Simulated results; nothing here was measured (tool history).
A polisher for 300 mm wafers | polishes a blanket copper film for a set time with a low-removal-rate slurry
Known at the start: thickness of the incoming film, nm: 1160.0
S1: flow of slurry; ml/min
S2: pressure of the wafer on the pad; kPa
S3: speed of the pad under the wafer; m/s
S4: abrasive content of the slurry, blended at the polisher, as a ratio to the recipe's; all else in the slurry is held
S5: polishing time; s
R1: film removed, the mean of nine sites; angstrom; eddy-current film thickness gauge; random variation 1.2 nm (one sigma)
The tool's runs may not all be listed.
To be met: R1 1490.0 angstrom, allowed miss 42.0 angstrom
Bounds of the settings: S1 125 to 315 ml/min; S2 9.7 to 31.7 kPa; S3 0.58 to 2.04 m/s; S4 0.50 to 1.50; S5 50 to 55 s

Run 1, day 0.000: S1 205 ml/min, S2 20.7 kPa, S3 1.30 m/s, S4 1.00, S5 55 s. Result: R1 1719.5 angstrom.
Run 2, day 0.158: S1 200 ml/min, S2 20.0 kPa, S3 1.30 m/s, S4 1.00, S5 55 s. Result: R1 1686.9 angstrom.
Run 3, day 0.417: S1 200 ml/min, S2 19.3 kPa, S3 1.30 m/s, S4 1.00, S5 55 s. Result: R1 1608.6 angstrom.
Run 4, day 0.504: S1 200 ml/min, S2 19.3 kPa, S3 1.30 m/s, S4 1.15, S5 55 s. Result: R1 1662.5 angstrom.
Run 5, day 0.850: S1 200 ml/min, S2 22.1 kPa, S3 1.30 m/s, S4 1.15, S5 55 s. Result: R1 1884.6 angstrom.
Run 6, day 1.179: S1 200 ml/min, S2 22.1 kPa, S3 1.30 m/s, S4 1.05, S5 55 s. Result: R1 1836.4 angstrom.
Run 7, day 1.500: S1 195 ml/min, S2 20.7 kPa, S3 1.30 m/s, S4 1.05, S5 55 s. Result: R1 1713.8 angstrom.
Run 8, day 1.700: S1 185 ml/min, S2 20.0 kPa, S3 1.30 m/s, S4 1.05, S5 55 s. Result: R1 1660.3 angstrom.
Run 9, day 1.767: S1 180 ml/min, S2 19.3 kPa, S3 1.30 m/s, S4 1.05, S5 55 s. Result: R1 1590.6 angstrom.
Run 10, day 1.983: S1 175 ml/min, S2 19.3 kPa, S3 1.30 m/s, S4 1.05, S5 55 s. Result: R1 1589.9 angstrom.
At day 2.217: slurry blender recalibrated.
Run 11, day 2.217: S1 165 ml/min, S2 17.9 kPa, S3 1.30 m/s, S4 1.05, S5 55 s. Result: R1 1575.9 angstrom.

4 next moves are on the table. One of them brings every result within its allowed miss. Which?
Run A, day 2.450: S1 150 ml/min, S2 19.3 kPa, S3 1.42 m/s, S4 1.00, S5 50 s. Result: R1 ?.
Run B, day 2.450: S1 155 ml/min, S2 17.9 kPa, S3 1.32 m/s, S4 1.15, S5 51 s. Result: R1 ?.
Run C, day 2.450: S1 130 ml/min, S2 18.6 kPa, S3 1.40 m/s, S4 0.90, S5 55 s. Result: R1 ?.
Run D, day 2.450: S1 235 ml/min, S2 18.6 kPa, S3 1.30 m/s, S4 0.90, S5 53 s. Result: R1 ?.

move      R1
   A  1642.6
   B  1503.5
   C  1632.8
   D  1623.6
A: further off than the last run
B: meets every target
C: further off than the last run
D: further off than the last run
Answer: B
